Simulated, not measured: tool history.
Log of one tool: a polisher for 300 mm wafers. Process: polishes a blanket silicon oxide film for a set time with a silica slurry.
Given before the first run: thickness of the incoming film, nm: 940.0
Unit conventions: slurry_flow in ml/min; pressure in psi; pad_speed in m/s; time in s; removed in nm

run  hour  slurry_flow  pressure  pad_speed  slurry_solids  time  removed
  1     0          260       3.1       1.12              1    29   65.543
  2   4.4          260       2.3       1.12              1    29   48.867
  3   7.6          260       2.2       1.12              1    29    46.92
  4  12.4          260       2.7       1.12              1    29   57.108
  5  20.8          260       2.7       1.12              1    29   57.261
  6  26.9          260       2.7       1.12              1    26   51.949
  7  30.7          250         2       1.12              1    26   38.034

Run 8 has not been measured yet. What should we expect?
  8  37.1          265         2       1.12              1    26        ?

{"run 8": {"removed": 38.398}}
